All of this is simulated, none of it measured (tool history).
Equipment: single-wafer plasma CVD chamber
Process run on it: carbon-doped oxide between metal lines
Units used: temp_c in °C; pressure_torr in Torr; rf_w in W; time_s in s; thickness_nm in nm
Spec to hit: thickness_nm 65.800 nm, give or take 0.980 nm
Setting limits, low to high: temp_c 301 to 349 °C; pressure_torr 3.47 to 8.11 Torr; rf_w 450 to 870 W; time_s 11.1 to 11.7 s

run  hour  temp_c  pressure_torr  rf_w  time_s  thickness_nm
  1   0.0     325           5.79   660    11.7        78.047
  2   6.5     328           5.55   645    11.7        75.539
  3   8.6     328           5.55   645    11.1        71.506
  4   9.3     330           5.48   645    11.1        70.881
  5  18.2     330           6.12   645    11.1        71.148
  6  22.9     332           6.10   645    11.1        71.155
     31.4  -- capacitance manometer re-zeroed and calibrated
  7  31.4     334           6.02   645    11.1        70.414
  8  37.8     336           5.95   645    11.1        69.995

Which of these 5 next moves meets every target?
  A  44.2     334           6.62   665    11.5             ?
  B  44.2     340           6.97   605    11.1             ?
  C  44.2     336           6.07   640    11.1             ?
  D  44.2     345           5.96   685    11.4             ?
  E  44.2     340           6.39   610    11.5             ?

move  thickness_nm
   A        75.515
   B        66.317
   C        69.738
   D        73.088
   E        68.724
A: further off than the last run
B: meets every target
C: better than the last run, though not everything is in spec
D: further off than the last run
E: better than the last run, though not everything is in spec
So the answer is move B, the one that meets all the targets.
